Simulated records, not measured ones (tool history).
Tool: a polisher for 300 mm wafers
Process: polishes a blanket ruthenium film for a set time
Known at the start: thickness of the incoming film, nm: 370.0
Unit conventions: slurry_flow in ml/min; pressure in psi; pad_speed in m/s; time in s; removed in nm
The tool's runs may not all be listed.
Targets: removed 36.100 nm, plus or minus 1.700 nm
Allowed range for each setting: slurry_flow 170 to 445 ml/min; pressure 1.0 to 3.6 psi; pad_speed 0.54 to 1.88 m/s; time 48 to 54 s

{"run": 1, "hour": 0.0, "slurry_flow": 285, "pressure": 2.3, "pad_speed": 1.2, "time": 54, "removed": 73.342}
{"run": 2, "hour": 3.4, "slurry_flow": 285, "pressure": 2.0, "pad_speed": 1.16, "time": 54, "removed": 61.584}
{"run": 3, "hour": 5.7, "slurry_flow": 285, "pressure": 2.0, "pad_speed": 1.36, "time": 54, "removed": 73.095}
{"run": 4, "hour": 9.0, "slurry_flow": 285, "pressure": 2.0, "pad_speed": 1.14, "time": 54, "removed": 60.645}
{"run": 5, "hour": 14.1, "slurry_flow": 285, "pressure": 1.8, "pad_speed": 1.12, "time": 54, "removed": 55.888}
{"run": 6, "hour": 22.8, "slurry_flow": 285, "pressure": 2.1, "pad_speed": 1.12, "time": 54, "removed": 61.988}
{"run": 7, "hour": 27.3, "slurry_flow": 285, "pressure": 1.9, "pad_speed": 1.1, "time": 54, "removed": 56.701}
{"run": 8, "hour": 33.9, "slurry_flow": 285, "pressure": 1.7, "pad_speed": 1.08, "time": 54, "removed": 51.715}
{"run": 9, "hour": 42.2, "slurry_flow": 285, "pressure": 1.6, "pad_speed": 1.06, "time": 54, "removed": 47.772}
{"run": 10, "hour": 42.9, "slurry_flow": 285, "pressure": 1.5, "pad_speed": 1.06, "time": 54, "removed": 44.616}
{"run": 11, "hour": 49.8, "slurry_flow": 285, "pressure": 1.0, "pad_speed": 1.04, "time": 54, "removed": 32.775}

Which single option among these 4 for the next run brings every result within its allowed miss of target? Just one does.
{"run": "A", "hour": 56.7, "slurry_flow": 325, "pressure": 1.1, "pad_speed": 0.92, "time": 50, "removed": "?"}
{"run": "B", "hour": 56.7, "slurry_flow": 265, "pressure": 1.2, "pad_speed": 0.92, "time": 54, "removed": "?"}
{"run": "C", "hour": 56.7, "slurry_flow": 330, "pressure": 1.3, "pad_speed": 0.84, "time": 53, "removed": "?"}
{"run": "D", "hour": 56.7, "slurry_flow": 265, "pressure": 1.0, "pad_speed": 1.3, "time": 49, "removed": "?"}

move=A removed=28.646
move=B removed=32.534
move=C removed=31.697
move=D removed=35.926
A: misses by more than the last run did
B: misses by more than the last run did
C: misses by more than the last run did
D: meets every target
The right move is D.
